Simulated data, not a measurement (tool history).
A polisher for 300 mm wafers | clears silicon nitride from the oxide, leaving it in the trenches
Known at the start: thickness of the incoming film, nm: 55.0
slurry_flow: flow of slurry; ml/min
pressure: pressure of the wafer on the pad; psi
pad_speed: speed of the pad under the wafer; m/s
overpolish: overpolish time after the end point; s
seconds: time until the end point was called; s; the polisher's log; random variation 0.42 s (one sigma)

Run 1, hour 0: slurry_flow 125 ml/min, pressure 1.9 psi, pad_speed 0.92 m/s, overpolish 14 s. Result: seconds 75.36 s.
Run 2, hour 4.5: slurry_flow 135 ml/min, pressure 2.2 psi, pad_speed 0.92 m/s, overpolish 14 s. Result: seconds 66.428 s.
Run 3, hour 12.7: slurry_flow 135 ml/min, pressure 2.5 psi, pad_speed 0.94 m/s, overpolish 14 s. Result: seconds 57.37 s.
Run 4, hour 16.6: slurry_flow 135 ml/min, pressure 2.5 psi, pad_speed 0.94 m/s, overpolish 11 s. Result: seconds 57.53 s.
Run 5, hour 20.2: slurry_flow 155 ml/min, pressure 2.5 psi, pad_speed 0.94 m/s, overpolish 11 s. Result: seconds 56.083 s.
Run 6, hour 22.3: slurry_flow 155 ml/min, pressure 2.5 psi, pad_speed 1.08 m/s, overpolish 11 s. Result: seconds 47.815 s.
Run 7, hour 24.3: slurry_flow 155 ml/min, pressure 2.5 psi, pad_speed 1.08 m/s, overpolish 11 s. Result: seconds 48.415 s.

Forecast run 8:
Run 8, hour 27.2: slurry_flow 155 ml/min, pressure 2.6 psi, pad_speed 1.08 m/s, overpolish 11 s. Result: seconds ?.

seconds: 46.892 s
